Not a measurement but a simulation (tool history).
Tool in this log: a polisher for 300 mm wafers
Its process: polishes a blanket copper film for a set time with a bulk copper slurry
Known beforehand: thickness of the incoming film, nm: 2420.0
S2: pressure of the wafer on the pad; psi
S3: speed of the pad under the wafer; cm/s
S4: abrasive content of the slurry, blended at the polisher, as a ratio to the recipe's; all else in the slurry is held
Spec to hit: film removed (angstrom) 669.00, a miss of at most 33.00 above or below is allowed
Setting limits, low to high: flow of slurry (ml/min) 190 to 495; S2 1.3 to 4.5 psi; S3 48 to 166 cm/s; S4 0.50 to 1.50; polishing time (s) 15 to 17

run 1 hour=0.0 | flow_of_slurry_(ml/min)=320 S2=2.9 S3=106 S4=1.00 polishing_time_(s)=17 | film_removed_(angstrom)=2007.00
run 2 hour=4.6 | flow_of_slurry_(ml/min)=320 S2=2.6 S3=94 S4=1.00 polishing_time_(s)=17 | film_removed_(angstrom)=1634.70
run 3 hour=11.9 | flow_of_slurry_(ml/min)=320 S2=2.4 S3=84 S4=1.00 polishing_time_(s)=17 | film_removed_(angstrom)=1375.90
run 4 hour=18.7 | flow_of_slurry_(ml/min)=320 S2=3.0 S3=84 S4=1.00 polishing_time_(s)=17 | film_removed_(angstrom)=1738.40
run 5 hour=23.7 | flow_of_slurry_(ml/min)=320 S2=2.7 S3=76 S4=1.00 polishing_time_(s)=17 | film_removed_(angstrom)=1476.60
run 6 hour=27.9 | flow_of_slurry_(ml/min)=320 S2=3.1 S3=76 S4=1.00 polishing_time_(s)=17 | film_removed_(angstrom)=1643.10
run 7 hour=29.7 | flow_of_slurry_(ml/min)=280 S2=2.3 S3=48 S4=0.75 polishing_time_(s)=15 | film_removed_(angstrom)=732.99
run 8 hour=30.5 | flow_of_slurry_(ml/min)=275 S2=2.0 S3=48 S4=0.75 polishing_time_(s)=15 | film_removed_(angstrom)=644.24
run 9 hour=32.2 | flow_of_slurry_(ml/min)=280 S2=2.0 S3=48 S4=0.75 polishing_time_(s)=15 | film_removed_(angstrom)=646.09
run 10 hour=33.5 | flow_of_slurry_(ml/min)=285 S2=2.0 S3=48 S4=0.75 polishing_time_(s)=15 | film_removed_(angstrom)=642.32

Exercise: of the 4 proposed moves below, exactly one satisfies all targets within the stated allowed misses. Which move is it?
run A hour=34.8 | flow_of_slurry_(ml/min)=255 S2=2.1 S3=48 S4=0.85 polishing_time_(s)=15 | film_removed_(angstrom)=?
run B hour=34.8 | flow_of_slurry_(ml/min)=280 S2=1.8 S3=50 S4=0.70 polishing_time_(s)=15 | film_removed_(angstrom)=?
run C hour=34.8 | flow_of_slurry_(ml/min)=285 S2=2.4 S3=56 S4=0.50 polishing_time_(s)=15 | film_removed_(angstrom)=?
run D hour=34.8 | flow_of_slurry_(ml/min)=435 S2=1.4 S3=78 S4=0.55 polishing_time_(s)=15 | film_removed_(angstrom)=?

move=A film_removed_(angstrom)=691.92
move=B film_removed_(angstrom)=586.50
move=C film_removed_(angstrom)=763.30
move=D film_removed_(angstrom)=614.96
A: all results land within tolerance of their targets
B: misses by more than the last run did
C: takes the result that was furthest off past its target
D: misses by more than the last run did
A is the move that brings every result within its allowed miss.

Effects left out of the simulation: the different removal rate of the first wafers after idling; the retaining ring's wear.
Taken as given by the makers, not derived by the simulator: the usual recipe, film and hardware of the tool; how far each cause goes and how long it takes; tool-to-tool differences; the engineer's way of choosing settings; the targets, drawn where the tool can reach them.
